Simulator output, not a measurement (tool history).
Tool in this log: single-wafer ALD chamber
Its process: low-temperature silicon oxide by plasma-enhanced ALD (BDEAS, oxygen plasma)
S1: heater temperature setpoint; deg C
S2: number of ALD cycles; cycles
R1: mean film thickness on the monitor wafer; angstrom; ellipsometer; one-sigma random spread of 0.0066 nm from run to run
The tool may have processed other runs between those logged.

{"run": 1, "hour": 0.0, "S1": 90, "S2": 29, "R1": 37.903}
{"run": 2, "hour": 6.7, "S1": 97, "S2": 29, "R1": 37.12}
{"run": 3, "hour": 13.8, "S1": 100, "S2": 28, "R1": 35.391}
{"run": 4, "hour": 15.1, "S1": 100, "S2": 31, "R1": 39.123}
{"run": 5, "hour": 18.4, "S1": 103, "S2": 30, "R1": 37.676}
{"run": 6, "hour": 22.6, "S1": 105, "S2": 29, "R1": 36.235}
{"run": 7, "hour": 28.9, "S1": 106, "S2": 28, "R1": 35.068}

Predict the results of run 8:
{"run": 8, "hour": 37.3, "S1": 107, "S2": 27, "R1": "?"}

Run 8 gave R1 33.595 angstrom.

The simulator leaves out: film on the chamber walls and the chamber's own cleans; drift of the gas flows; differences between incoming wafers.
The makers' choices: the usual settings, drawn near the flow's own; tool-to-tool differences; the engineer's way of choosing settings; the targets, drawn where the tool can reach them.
